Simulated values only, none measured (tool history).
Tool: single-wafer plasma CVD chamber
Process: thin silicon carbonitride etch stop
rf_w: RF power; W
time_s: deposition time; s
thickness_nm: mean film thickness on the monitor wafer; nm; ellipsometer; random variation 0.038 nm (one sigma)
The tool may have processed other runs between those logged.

{"run": 1, "hour": 0.0, "rf_w": 160, "time_s": 16.3, "thickness_nm": 9.9683}
{"run": 2, "hour": 8.4, "rf_w": 165, "time_s": 16.7, "thickness_nm": 10.318}
{"run": 3, "hour": 13.9, "rf_w": 165, "time_s": 15.9, "thickness_nm": 9.7939}
{"run": 4, "hour": 20.4, "rf_w": 170, "time_s": 16.4, "thickness_nm": 10.203}
{"run": 5, "hour": 22.4, "rf_w": 175, "time_s": 16.8, "thickness_nm": 10.596}
{"run": 6, "hour": 29.0, "rf_w": 180, "time_s": 17.1, "thickness_nm": 10.848}
{"run": 7, "hour": 35.2, "rf_w": 185, "time_s": 17.4, "thickness_nm": 11.085}

Estimate the outcome of run 8 from the log above:
{"run": 8, "hour": 40.4, "rf_w": 190, "time_s": 17.7, "thickness_nm": "?"}

{"run 8": {"thickness_nm": 11.407}}

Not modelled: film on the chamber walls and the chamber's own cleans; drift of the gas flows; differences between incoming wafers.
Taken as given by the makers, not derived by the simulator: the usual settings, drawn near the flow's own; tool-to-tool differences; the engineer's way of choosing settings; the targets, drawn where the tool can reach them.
